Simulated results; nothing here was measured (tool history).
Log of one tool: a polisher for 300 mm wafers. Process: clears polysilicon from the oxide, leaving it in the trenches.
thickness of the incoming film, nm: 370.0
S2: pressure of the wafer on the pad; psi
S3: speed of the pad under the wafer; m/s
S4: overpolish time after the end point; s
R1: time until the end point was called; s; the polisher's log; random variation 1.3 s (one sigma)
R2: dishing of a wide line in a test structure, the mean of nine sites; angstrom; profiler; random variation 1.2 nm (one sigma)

{"run": 1, "hour": 0.0, "flow of slurry (ml/min)": 165, "S2": 2, "S3": 0.8, "S4": 28, "R1": 39.952, "R2": 585.03}
{"run": 2, "hour": 4.9, "flow of slurry (ml/min)": 165, "S2": 1.9, "S3": 0.8, "S4": 28, "R1": 42.467, "R2": 577.3}
{"run": 3, "hour": 11.5, "flow of slurry (ml/min)": 165, "S2": 2.3, "S3": 0.8, "S4": 28, "R1": 36.165, "R2": 580.6}
{"run": 4, "hour": 14.0, "flow of slurry (ml/min)": 165, "S2": 2.1, "S3": 0.78, "S4": 28, "R1": 39.411, "R2": 583.39}
{"run": 5, "hour": 16.3, "flow of slurry (ml/min)": 165, "S2": 2.1, "S3": 0.78, "S4": 16, "R1": 39.874, "R2": 535.68}
{"run": 6, "hour": 19.0, "flow of slurry (ml/min)": 165, "S2": 1.9, "S3": 0.76, "S4": 18, "R1": 43.968, "R2": 557.34}
{"run": 7, "hour": 20.0, "flow of slurry (ml/min)": 165, "S2": 1.8, "S3": 0.74, "S4": 18, "R1": 46.36, "R2": 532.76}
{"run": 8, "hour": 26.6, "flow of slurry (ml/min)": 165, "S2": 1.7, "S3": 0.74, "S4": 21, "R1": 51.656, "R2": 545.12}
{"run": 9, "hour": 33.6, "flow of slurry (ml/min)": 165, "S2": 1.6, "S3": 0.74, "S4": 23, "R1": 54.171, "R2": 569.93}
{"run": 10, "hour": 36.5, "flow of slurry (ml/min)": 165, "S2": 1.5, "S3": 0.74, "S4": 23, "R1": 54.45, "R2": 532.91}

The next listed run, before its measurement:
{"run": 11, "hour": 40.5, "flow of slurry (ml/min)": 165, "S2": 1.5, "S3": 0.72, "S4": 26, "R1": "?", "R2": "?"}

Run 11 gave R1 58.044 s, R2 571.13 angstrom.
